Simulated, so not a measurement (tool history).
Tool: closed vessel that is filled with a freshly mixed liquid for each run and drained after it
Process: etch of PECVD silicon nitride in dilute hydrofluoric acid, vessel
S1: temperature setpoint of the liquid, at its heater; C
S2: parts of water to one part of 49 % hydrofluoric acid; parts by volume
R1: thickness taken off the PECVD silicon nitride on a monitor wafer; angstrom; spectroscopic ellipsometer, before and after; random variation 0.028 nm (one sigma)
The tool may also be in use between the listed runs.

Run 1, hour 0.0: S1 25.0 C, S2 70 parts by volume, time in the liquid (s) 145. Result: R1 48.887 angstrom.
Run 2, hour 3.3: S1 23.5 C, S2 70 parts by volume, time in the liquid (s) 145. Result: R1 44.690 angstrom.
Run 3, hour 5.7: S1 26.5 C, S2 70 parts by volume, time in the liquid (s) 145. Result: R1 54.090 angstrom.
Run 4, hour 6.8: S1 24.5 C, S2 70 parts by volume, time in the liquid (s) 145. Result: R1 47.378 angstrom.
Run 5, hour 8.9: S1 24.5 C, S2 95 parts by volume, time in the liquid (s) 145. Result: R1 34.730 angstrom.
Run 6, hour 10.8: S1 24.0 C, S2 95 parts by volume, time in the liquid (s) 145. Result: R1 33.577 angstrom.
Run 7, hour 14.3: S1 23.5 C, S2 95 parts by volume, time in the liquid (s) 145. Result: R1 32.777 angstrom.
Run 8, hour 16.8: S1 23.0 C, S2 95 parts by volume, time in the liquid (s) 145. Result: R1 31.945 angstrom.
Run 9, hour 17.4: S1 22.5 C, S2 95 parts by volume, time in the liquid (s) 145. Result: R1 30.714 angstrom.

Run 10 comes next. What will it give?
Run 10, hour 20.6: S1 22.0 C, S2 95 parts by volume, time in the liquid (s) 145. Result: R1 ?.

{"run 10": {"R1": 29.181}}

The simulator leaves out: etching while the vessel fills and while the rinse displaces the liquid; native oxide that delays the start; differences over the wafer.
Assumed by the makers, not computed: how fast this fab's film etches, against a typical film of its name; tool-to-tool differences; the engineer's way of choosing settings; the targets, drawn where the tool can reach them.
